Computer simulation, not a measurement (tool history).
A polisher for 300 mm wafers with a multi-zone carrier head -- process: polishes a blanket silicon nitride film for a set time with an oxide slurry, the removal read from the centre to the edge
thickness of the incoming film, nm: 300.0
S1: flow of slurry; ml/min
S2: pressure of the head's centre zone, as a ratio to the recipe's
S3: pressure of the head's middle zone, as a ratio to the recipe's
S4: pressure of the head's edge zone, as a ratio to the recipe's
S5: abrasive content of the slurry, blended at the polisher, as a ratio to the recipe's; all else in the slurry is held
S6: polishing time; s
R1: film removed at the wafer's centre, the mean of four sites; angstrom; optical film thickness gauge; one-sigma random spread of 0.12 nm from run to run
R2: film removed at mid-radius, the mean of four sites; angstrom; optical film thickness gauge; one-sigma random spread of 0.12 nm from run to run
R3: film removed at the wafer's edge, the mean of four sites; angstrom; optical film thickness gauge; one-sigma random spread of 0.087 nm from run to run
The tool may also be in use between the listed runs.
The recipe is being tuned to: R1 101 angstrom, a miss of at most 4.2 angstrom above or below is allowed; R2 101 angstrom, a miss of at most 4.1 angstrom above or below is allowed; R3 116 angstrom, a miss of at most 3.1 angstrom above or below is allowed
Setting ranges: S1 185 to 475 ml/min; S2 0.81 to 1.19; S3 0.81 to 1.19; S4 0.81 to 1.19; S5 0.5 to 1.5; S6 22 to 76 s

run 1 hour=0 | S1=305 S2=1 S3=1 S4=1 S5=1 S6=49 | R1=164.52 R2=159.51 R3=159.69
run 2 hour=8.7 | S1=305 S2=1 S3=1 S4=1 S5=1 S6=43 | R1=144.77 R2=139.55 R3=141.93
run 3 hour=9.7 | S1=270 S2=1 S3=1 S4=1 S5=1 S6=43 | R1=141.99 R2=138 R3=137.46
run 4 hour=17.9 | S1=345 S2=1 S3=1 S4=1 S5=1 S6=43 | R1=144.98 R2=142.14 R3=141.29
run 5 hour=23.5 | S1=345 S2=0.94 S3=1 S4=1 S5=1 S6=43 | R1=132.85 R2=143.02 R3=142
run 6 hour=29.3 | S1=345 S2=0.94 S3=0.97 S4=1 S5=1 S6=43 | R1=134.57 R2=140.7 R3=140.48
run 7 hour=30.1 | S1=325 S2=0.92 S3=0.92 S4=1.04 S5=0.85 S6=43 | R1=122.64 R2=124.05 R3=136.79
run 8 hour=37.8 | S1=315 S2=0.9 S3=0.89 S4=1.01 S5=0.75 S6=43 | R1=119.64 R2=112.26 R3=127.3
run 9 hour=40.8 | S1=315 S2=0.87 S3=0.89 S4=1.01 S5=0.7 S6=43 | R1=107.79 R2=110.43 R3=122.84
run 10 hour=47.9 | S1=305 S2=0.86 S3=0.87 S4=1 S5=0.7 S6=43 | R1=107.35 R2=111.03 R3=121.84
run 11 hour=56.8 | S1=310 S2=0.86 S3=0.82 S4=1.03 S5=0.55 S6=43 | R1=99.287 R2=95.743 R3=113.3
run 12 hour=59.6 | S1=310 S2=0.86 S3=0.83 S4=1.03 S5=0.55 S6=43 | R1=98.306 R2=95.561 R3=114.32

Which single option among these 5 for the next run brings every result within its allowed miss of target? Just one does.
run A hour=62.4 | S1=340 S2=0.87 S3=0.87 S4=1.05 S5=0.5 S6=45 | R1=? R2=? R3=?
run B hour=62.4 | S1=345 S2=0.92 S3=0.81 S4=1.12 S5=0.65 S6=39 | R1=? R2=? R3=?
run C hour=62.4 | S1=230 S2=0.86 S3=0.85 S4=0.96 S5=0.55 S6=44 | R1=? R2=? R3=?
run D hour=62.4 | S1=285 S2=0.89 S3=0.81 S4=1.1 S5=0.65 S6=40 | R1=? R2=? R3=?
run E hour=62.4 | S1=300 S2=0.9 S3=0.83 S4=1.11 S5=0.75 S6=37 | R1=? R2=? R3=?

move=A R1=99.989 R2=99.551 R3=115.98
move=B R1=101.67 R2=90.367 R3=115.41
move=C R1=95.354 R2=94.711 R3=108.9
move=D R1=98.78 R2=90.906 R3=115.54
move=E R1=98.336 R2=91.234 R3=114.02
A: all results land within tolerance of their targets
B: further off than the last run
C: further off than the last run
D: further off than the last run
E: further off than the last run
A is the move that brings every result within its allowed miss.
